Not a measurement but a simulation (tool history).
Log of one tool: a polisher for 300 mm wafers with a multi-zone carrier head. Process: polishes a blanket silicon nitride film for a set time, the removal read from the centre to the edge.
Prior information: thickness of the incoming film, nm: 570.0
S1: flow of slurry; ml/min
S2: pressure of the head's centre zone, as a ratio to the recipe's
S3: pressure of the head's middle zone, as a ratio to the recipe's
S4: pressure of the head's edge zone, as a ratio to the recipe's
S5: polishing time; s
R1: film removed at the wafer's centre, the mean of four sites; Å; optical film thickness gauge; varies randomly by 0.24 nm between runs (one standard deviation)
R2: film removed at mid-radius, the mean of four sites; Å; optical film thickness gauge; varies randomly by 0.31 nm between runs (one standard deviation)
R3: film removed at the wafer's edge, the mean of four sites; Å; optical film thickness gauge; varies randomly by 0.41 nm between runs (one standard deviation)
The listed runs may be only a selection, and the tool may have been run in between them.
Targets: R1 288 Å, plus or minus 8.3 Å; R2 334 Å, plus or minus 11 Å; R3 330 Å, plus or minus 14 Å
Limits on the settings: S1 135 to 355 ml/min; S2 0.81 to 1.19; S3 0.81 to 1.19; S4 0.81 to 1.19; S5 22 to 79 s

run,hour,S1,S2,S3,S4,S5,R1,R2,R3
1,0,225,1,1,1,50,535.72,465.62,482.99
2,3.5,190,1,1,1,50,521.53,464.95,469.42
3,6.6,190,1.05,1,1,50,541.49,466.74,468.57
4,10.2,190,1.05,1,1.05,50,544.11,468.19,490.67
5,12,180,1,1.02,1.06,46,478.42,431.25,447.28
6,13.9,170,0.96,1.05,1.08,43,427.94,410.75,413.42
7,19.2,170,0.96,1.05,1.08,43,428.59,408.62,430.47
8,24.8,165,0.93,1.07,1.07,41,393.72,395.99,394.7
9,28.2,160,0.9,1.08,1.08,39,362.89,383.98,375.89
10,36.8,160,0.9,1.08,1.08,39,362.46,382.13,376.59
11,44.6,155,0.88,1.08,1.08,38,339.03,368.52,363.17
12,50.8,155,0.88,1.08,1.08,38,348.55,376.51,366.74
13,54.8,150,0.87,1.08,1.09,37,329.7,358.39,358.93
14,57.8,145,0.81,1.09,1.05,33,276.1,318.37,306.82

Which of these 4 next moves meets every target?
A,60.8,135,0.84,0.95,1.02,35,?,?,?
B,60.8,135,0.81,1.07,1.05,35,?,?,?
C,60.8,155,0.87,1,1.06,34,?,?,?
D,60.8,175,0.85,1.14,0.95,29,?,?,?

move,R1,R2,R3
A,301.95,300.63,328.13
B,292.77,332.47,332.3
C,308.69,310.35,328.88
D,262.55,300.5,268.45
A: brings the last run's worst result on target, with another outside its allowed miss
B: in spec on every target
C: brings the last run's worst result on target, with another outside its allowed miss
D: lands further from the targets than the last run did
B meets every target.
